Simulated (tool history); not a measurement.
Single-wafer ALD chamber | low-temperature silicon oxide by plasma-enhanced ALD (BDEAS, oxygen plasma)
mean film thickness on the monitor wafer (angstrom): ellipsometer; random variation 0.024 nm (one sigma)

run,day,heater temperature setpoint (deg C),number of ALD cycles (cycles),mean film thickness on the monitor wafer (angstrom)
1,0.000,95,38,50.569
2,0.304,95,35,46.699
3,0.329,91,35,47.860
4,0.458,85,36,49.853
5,0.596,85,40,55.712
6,0.942,82,40,55.604

Forecast run 7:
7,1.158,80,40,?

Run 7 gave mean film thickness on the monitor wafer (angstrom) 56.340.

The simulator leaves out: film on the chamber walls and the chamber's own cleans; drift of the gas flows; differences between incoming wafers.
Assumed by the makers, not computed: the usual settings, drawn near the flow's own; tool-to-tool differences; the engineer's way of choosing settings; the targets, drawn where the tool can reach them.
